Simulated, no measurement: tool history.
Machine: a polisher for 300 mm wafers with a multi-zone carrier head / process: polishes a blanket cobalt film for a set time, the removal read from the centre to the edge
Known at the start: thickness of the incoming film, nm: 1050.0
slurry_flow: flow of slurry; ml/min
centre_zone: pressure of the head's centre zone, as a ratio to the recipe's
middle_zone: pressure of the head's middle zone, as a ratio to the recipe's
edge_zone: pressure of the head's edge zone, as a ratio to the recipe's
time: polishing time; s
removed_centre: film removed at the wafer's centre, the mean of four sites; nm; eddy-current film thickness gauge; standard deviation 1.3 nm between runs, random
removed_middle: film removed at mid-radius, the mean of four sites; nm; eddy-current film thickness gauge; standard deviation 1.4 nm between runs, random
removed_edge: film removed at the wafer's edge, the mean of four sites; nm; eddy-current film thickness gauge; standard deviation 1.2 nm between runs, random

run,hour,slurry_flow,centre_zone,middle_zone,edge_zone,time,removed_centre,removed_middle,removed_edge
1,0.0,160,1.00,1.00,1.00,54,175.38,171.13,178.49
2,3.8,160,1.00,1.00,1.00,45,146.52,145.74,147.70
3,10.6,160,1.00,1.00,1.00,58,191.24,184.04,192.14
4,17.7,160,0.98,1.01,1.00,58,187.30,184.97,193.61
5,18.9,160,0.97,1.03,1.00,58,181.94,189.01,190.44
6,22.0,160,1.01,1.03,1.00,58,188.90,191.34,193.31
7,24.1,155,1.00,1.04,1.01,58,187.15,190.76,194.24
8,26.4,150,0.99,1.05,1.01,58,187.38,189.43,188.55
9,29.9,155,0.97,1.05,1.02,58,183.85,191.95,193.50
10,38.7,155,0.96,1.06,1.02,58,181.73,192.74,193.14

What will run 11 give?
11,47.4,155,0.95,1.07,1.02,58,?,?,?

removed_centre: 179.47 nm
removed_middle: 193.33 nm
removed_edge: 190.86 nm

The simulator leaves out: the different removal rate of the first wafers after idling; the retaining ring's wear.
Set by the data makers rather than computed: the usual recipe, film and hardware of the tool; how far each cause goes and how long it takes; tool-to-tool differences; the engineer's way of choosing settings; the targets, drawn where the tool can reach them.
